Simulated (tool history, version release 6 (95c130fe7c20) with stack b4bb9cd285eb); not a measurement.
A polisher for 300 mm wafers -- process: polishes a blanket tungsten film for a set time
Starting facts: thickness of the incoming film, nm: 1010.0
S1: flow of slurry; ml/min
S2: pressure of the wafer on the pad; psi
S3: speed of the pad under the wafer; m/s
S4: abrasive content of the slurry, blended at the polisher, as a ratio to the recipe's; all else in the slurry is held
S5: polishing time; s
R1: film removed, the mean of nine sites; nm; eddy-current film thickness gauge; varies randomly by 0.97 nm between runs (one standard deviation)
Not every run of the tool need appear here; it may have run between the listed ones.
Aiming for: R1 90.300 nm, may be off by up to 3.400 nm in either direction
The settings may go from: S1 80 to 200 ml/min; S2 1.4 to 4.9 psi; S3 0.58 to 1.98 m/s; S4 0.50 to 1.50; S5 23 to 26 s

Run 1, hour 0.0: S1 130 ml/min, S2 3.1 psi, S3 1.28 m/s, S4 1.00, S5 26 s. Result: R1 124.790 nm.
Run 2, hour 8.2: S1 130 ml/min, S2 3.1 psi, S3 1.28 m/s, S4 1.10, S5 26 s. Result: R1 127.470 nm.
Run 3, hour 17.0: S1 130 ml/min, S2 3.6 psi, S3 1.28 m/s, S4 1.10, S5 26 s. Result: R1 146.130 nm.
Run 4, hour 19.9: S1 130 ml/min, S2 3.4 psi, S3 1.28 m/s, S4 1.10, S5 26 s. Result: R1 139.350 nm.
Run 5, hour 25.8: S1 130 ml/min, S2 3.4 psi, S3 1.28 m/s, S4 1.10, S5 23 s. Result: R1 123.670 nm.
Run 6, hour 27.5: S1 130 ml/min, S2 3.3 psi, S3 1.28 m/s, S4 1.10, S5 23 s. Result: R1 120.410 nm.
Run 7, hour 35.6: S1 130 ml/min, S2 3.2 psi, S3 1.28 m/s, S4 1.10, S5 23 s. Result: R1 116.170 nm.
Run 8, hour 36.2: S1 130 ml/min, S2 3.1 psi, S3 1.28 m/s, S4 1.10, S5 23 s. Result: R1 111.800 nm.
Run 9, hour 41.3: S1 130 ml/min, S2 3.0 psi, S3 1.28 m/s, S4 1.10, S5 23 s. Result: R1 109.210 nm.
Run 10, hour 43.9: S1 130 ml/min, S2 2.9 psi, S3 1.28 m/s, S4 1.10, S5 23 s. Result: R1 104.570 nm.
Run 11, hour 48.0: S1 120 ml/min, S2 2.7 psi, S3 1.28 m/s, S4 1.10, S5 23 s. Result: R1 96.577 nm.

Exercise: of the 4 proposed moves below, exactly one satisfies all targets within the stated allowed misses. Which move is it?
Run A, hour 52.1: S1 90 ml/min, S2 2.4 psi, S3 1.20 m/s, S4 1.10, S5 25 s. Result: R1 ?.
Run B, hour 52.1: S1 95 ml/min, S2 2.7 psi, S3 1.08 m/s, S4 1.10, S5 26 s. Result: R1 ?.
Run C, hour 52.1: S1 115 ml/min, S2 2.7 psi, S3 1.26 m/s, S4 1.15, S5 24 s. Result: R1 ?.
Run D, hour 52.1: S1 130 ml/min, S2 2.5 psi, S3 1.20 m/s, S4 1.05, S5 26 s. Result: R1 ?.

move      R1
   A  82.696
   B  89.907
   C  99.910
   D  97.641
A: takes the biggest miss from the last run beyond its target
B: every result within its allowed miss
C: its largest miss is bigger than the last run's
D: its largest miss is bigger than the last run's
The right move is B.
